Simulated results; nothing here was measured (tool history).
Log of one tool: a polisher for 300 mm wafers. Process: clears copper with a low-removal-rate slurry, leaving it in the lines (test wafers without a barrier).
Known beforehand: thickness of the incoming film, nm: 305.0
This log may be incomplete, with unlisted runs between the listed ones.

| run | hour | flow of slurry (ml/min) | pressure of the wafer on the pad (psi) | speed of the pad under the wafer (m/s) | abrasive content of the slurry | overpolish time after the end point (s) | time until the end point was called (s) | dishing of a wide line in a test structure (angstrom) |
|---|---|---|---|---|---|---|---|---|
| 1 | 0 | 145 | 3.6 | 1.1 | 1 | 23 | 70.45 | 578.67 |
| 2 | 1.2 | 145 | 4.5 | 1.1 | 1 | 23 | 54.07 | 701.88 |
| 3 | 9.5 | 145 | 4.5 | 0.9 | 1 | 23 | 63.477 | 607 |
| 4 | 13.8 | 145 | 4.5 | 0.9 | 0.9 | 23 | 64.485 | 600.12 |
| 5 | 19.1 | 145 | 4.8 | 0.92 | 0.9 | 22 | 59.962 | 645.54 |
| 6 | 22.3 | 145 | 4.8 | 1.16 | 0.9 | 22 | 53.202 | 692.78 |
| 7 | 30.6 | 145 | 5 | 1.18 | 0.9 | 21 | 49.526 | 745.35 |
| 8 | 38 | 145 | 5.2 | 1.18 | 0.9 | 20 | 48.649 | 719.12 |

What does the tool deliver on the next run?
| 9 | 40.9 | 145 | 5.3 | 1.2 | 0.9 | 19 | ? | ? |

For run 9 the tool returned time until the end point was called (s) 46.242, dishing of a wide line in a test structure (angstrom) 714.17.
